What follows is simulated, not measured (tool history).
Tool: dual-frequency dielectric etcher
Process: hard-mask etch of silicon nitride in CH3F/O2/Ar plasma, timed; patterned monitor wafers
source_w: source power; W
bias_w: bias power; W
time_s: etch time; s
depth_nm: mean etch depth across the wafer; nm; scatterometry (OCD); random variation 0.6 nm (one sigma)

run 1 day=0 | source_w=390 bias_w=68 time_s=168.5 | depth_nm=116.98
run 2 day=0.254 | source_w=390 bias_w=78 time_s=168.5 | depth_nm=126.7
run 3 day=0.379 | source_w=450 bias_w=78 time_s=168.5 | depth_nm=132.53
run 4 day=0.512 | source_w=450 bias_w=71 time_s=168.5 | depth_nm=126.06
run 5 day=0.867 | source_w=400 bias_w=71 time_s=168.5 | depth_nm=120.82
run 6 day=1.171 | source_w=400 bias_w=71 time_s=176.5 | depth_nm=125.78

Run 7 comes next. What will it give?
run 7 day=1.521 | source_w=320 bias_w=65 time_s=176 | depth_nm=?

depth_nm: 113.54 nm
